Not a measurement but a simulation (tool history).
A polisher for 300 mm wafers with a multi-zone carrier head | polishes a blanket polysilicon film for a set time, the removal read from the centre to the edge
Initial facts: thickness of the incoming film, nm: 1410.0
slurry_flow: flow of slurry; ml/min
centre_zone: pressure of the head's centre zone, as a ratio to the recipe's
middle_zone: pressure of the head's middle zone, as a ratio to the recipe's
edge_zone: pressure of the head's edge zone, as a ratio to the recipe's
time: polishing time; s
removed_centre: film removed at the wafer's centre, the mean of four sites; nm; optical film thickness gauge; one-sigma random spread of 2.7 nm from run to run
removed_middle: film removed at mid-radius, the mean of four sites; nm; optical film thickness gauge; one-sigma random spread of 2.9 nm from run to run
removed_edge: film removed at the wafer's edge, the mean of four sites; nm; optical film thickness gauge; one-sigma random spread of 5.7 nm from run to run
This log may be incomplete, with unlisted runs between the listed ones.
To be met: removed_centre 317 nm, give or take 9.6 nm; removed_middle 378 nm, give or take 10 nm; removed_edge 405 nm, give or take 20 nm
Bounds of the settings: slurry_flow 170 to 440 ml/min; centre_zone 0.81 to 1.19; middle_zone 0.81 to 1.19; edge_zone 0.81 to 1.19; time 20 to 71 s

run 1 hour=0 | slurry_flow=280 centre_zone=1 middle_zone=1 edge_zone=1 time=45 | removed_centre=281.2 removed_middle=278.28 removed_edge=279.57
run 2 hour=1.5 | slurry_flow=280 centre_zone=0.96 middle_zone=1.01 edge_zone=1.05 time=48 | removed_centre=288.61 removed_middle=300.02 removed_edge=306.05
run 3 hour=4.8 | slurry_flow=280 centre_zone=0.96 middle_zone=0.93 edge_zone=1.05 time=48 | removed_centre=281.82 removed_middle=279.25 removed_edge=303.51
run 4 hour=8.8 | slurry_flow=280 centre_zone=0.99 middle_zone=0.93 edge_zone=1.05 time=48 | removed_centre=296.97 removed_middle=282.73 removed_edge=306.43
run 5 hour=14.8 | slurry_flow=275 centre_zone=0.96 middle_zone=0.96 edge_zone=1.09 time=51 | removed_centre=310.03 removed_middle=306.02 removed_edge=332.62
run 6 hour=23.4 | slurry_flow=275 centre_zone=0.92 middle_zone=0.96 edge_zone=1.09 time=51 | removed_centre=286.94 removed_middle=303.25 removed_edge=320.03
run 7 hour=27.5 | slurry_flow=280 centre_zone=0.9 middle_zone=0.97 edge_zone=1.12 time=54 | removed_centre=304.24 removed_middle=330.68 removed_edge=353.14
run 8 hour=30.4 | slurry_flow=295 centre_zone=0.88 middle_zone=0.98 edge_zone=1.14 time=55 | removed_centre=297.49 removed_middle=332.04 removed_edge=365.67
run 9 hour=36.7 | slurry_flow=310 centre_zone=0.88 middle_zone=1.02 edge_zone=1.15 time=55 | removed_centre=303.17 removed_middle=355.39 removed_edge=362.05
run 10 hour=38.1 | slurry_flow=305 centre_zone=0.87 middle_zone=1.01 edge_zone=1.16 time=56 | removed_centre=308.93 removed_middle=355.37 removed_edge=382.54
run 11 hour=39.8 | slurry_flow=310 centre_zone=0.87 middle_zone=1.02 edge_zone=1.17 time=56 | removed_centre=307.54 removed_middle=362.17 removed_edge=370.19
run 12 hour=40.4 | slurry_flow=305 centre_zone=0.86 middle_zone=1.01 edge_zone=1.17 time=57 | removed_centre=307.31 removed_middle=366.69 removed_edge=373.26
run 13 hour=47.4 | slurry_flow=320 centre_zone=0.85 middle_zone=1 edge_zone=1.18 time=58 | removed_centre=308.84 removed_middle=365.87 removed_edge=393.77
run 14 hour=53.1 | slurry_flow=325 centre_zone=0.85 middle_zone=1 edge_zone=1.18 time=58 | removed_centre=315.02 removed_middle=367.1 removed_edge=391.22
run 15 hour=59.9 | slurry_flow=320 centre_zone=0.85 middle_zone=1 edge_zone=1.18 time=58 | removed_centre=309.07 removed_middle=365.01 removed_edge=399.18

Of the 4 settings listed for the next run, only one would bring every result within its allowed miss of target. Which one?
run A hour=66.7 | slurry_flow=375 centre_zone=0.81 middle_zone=0.94 edge_zone=1.19 time=58 | removed_centre=? removed_middle=? removed_edge=?
run B hour=66.7 | slurry_flow=350 centre_zone=0.87 middle_zone=0.98 edge_zone=1.18 time=58 | removed_centre=? removed_middle=? removed_edge=?
run C hour=66.7 | slurry_flow=360 centre_zone=0.82 middle_zone=0.97 edge_zone=1.16 time=61 | removed_centre=? removed_middle=? removed_edge=?
run D hour=66.7 | slurry_flow=385 centre_zone=0.84 middle_zone=0.92 edge_zone=1.19 time=58 | removed_centre=? removed_middle=? removed_edge=?

move=A removed_centre=299.13 removed_middle=354.87 removed_edge=394.01
move=B removed_centre=319.52 removed_middle=365.24 removed_edge=390.39
move=C removed_centre=317.4 removed_middle=381.88 removed_edge=407.94
move=D removed_centre=310.99 removed_middle=349.24 removed_edge=394.76
A: its largest miss is bigger than the last run's
B: about the same distance from the targets as the last run
C: each result inside its tolerance
D: its largest miss is bigger than the last run's
Move C is the one to make.
